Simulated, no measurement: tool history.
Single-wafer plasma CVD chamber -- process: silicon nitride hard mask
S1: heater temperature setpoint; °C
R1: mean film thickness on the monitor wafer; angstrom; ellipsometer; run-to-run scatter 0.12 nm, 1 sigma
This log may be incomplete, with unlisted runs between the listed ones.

run 1 hour=0.0 | S1=420 chamber_pressure_(Pa)=143 RF_power_(kW)=0.275 deposition_time_(s)=42.3 | R1=423.45
run 2 hour=3.8 | S1=420 chamber_pressure_(Pa)=120 RF_power_(kW)=0.275 deposition_time_(s)=42.3 | R1=401.92
run 3 hour=10.8 | S1=420 chamber_pressure_(Pa)=128 RF_power_(kW)=0.280 deposition_time_(s)=42.4 | R1=415.50
run 4 hour=18.7 | S1=420 chamber_pressure_(Pa)=136 RF_power_(kW)=0.285 deposition_time_(s)=42.4 | R1=429.80
run 5 hour=24.0 | S1=420 chamber_pressure_(Pa)=143 RF_power_(kW)=0.290 deposition_time_(s)=42.4 | R1=438.95
run 6 hour=24.8 | S1=420 chamber_pressure_(Pa)=149 RF_power_(kW)=0.295 deposition_time_(s)=42.4 | R1=450.09

Run 7 comes next. What will it give?
run 7 hour=31.4 | S1=420 chamber_pressure_(Pa)=155 RF_power_(kW)=0.300 deposition_time_(s)=42.4 | R1=?

R1: 458.93 angstrom
